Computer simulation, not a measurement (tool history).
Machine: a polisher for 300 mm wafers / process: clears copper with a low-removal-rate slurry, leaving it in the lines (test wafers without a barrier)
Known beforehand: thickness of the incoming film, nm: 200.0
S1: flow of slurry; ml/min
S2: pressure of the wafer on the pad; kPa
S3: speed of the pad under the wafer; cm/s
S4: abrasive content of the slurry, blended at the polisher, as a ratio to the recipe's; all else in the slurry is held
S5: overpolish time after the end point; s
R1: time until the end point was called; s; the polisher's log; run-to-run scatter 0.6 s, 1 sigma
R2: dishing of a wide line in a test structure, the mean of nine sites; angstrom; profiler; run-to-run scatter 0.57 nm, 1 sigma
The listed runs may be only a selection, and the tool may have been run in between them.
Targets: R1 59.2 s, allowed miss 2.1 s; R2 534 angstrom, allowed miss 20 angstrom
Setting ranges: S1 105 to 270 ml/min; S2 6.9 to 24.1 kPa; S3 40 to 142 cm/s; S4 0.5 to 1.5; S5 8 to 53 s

run    day   S1    S2  S3    S4  S5      R1      R2
  1      0  175  15.2  90     1  27  104.61  330.78
  2  0.254  200  15.2  90     1  27  101.59  341.22
  3  0.392  210  16.5  90     1  27  93.687  368.45
  4  0.612  210  16.5  90   0.8  27  97.024  349.97
     0.662  -- worn pad replaced by a new one
  5  0.662  215  17.9  90   0.8  27  82.539  401.87
  6  0.792  215  17.9  90  0.95  27   81.04  416.93
  7  0.896  220  18.6  90  0.95  27  77.309  425.45
  8  0.975  220  19.3  90  0.95  27   76.41  441.76
  9  1.042  225    20  90  0.95  27  72.327  455.52
 10  1.417  230  20.7  90  0.95  27  68.902  477.33
 11  1.704  235  21.4  90  0.95  27  68.198     485

4 candidate next runs follow, results not yet known. Just one meets every target within its allowed miss. Identify it.
  A  1.992  225  22.8  112     1  24   ?   ?
  B  1.992  225  24.1   96  0.85  27   ?   ?
  C  1.992  185  24.1  100  1.15  22   ?   ?
  D  1.992  240  23.4  108     1  22   ?   ?

move      R1      R2
   A  53.417  535.48
   B  58.583  548.05
   C  54.304   495.6
   D  52.914  505.04
A: the result that was furthest off in the last run now lies on the other side of its target
B: in spec on every target
C: the result that was furthest off in the last run now lies on the other side of its target
D: the result that was furthest off in the last run now lies on the other side of its target
Move B is the one to make.
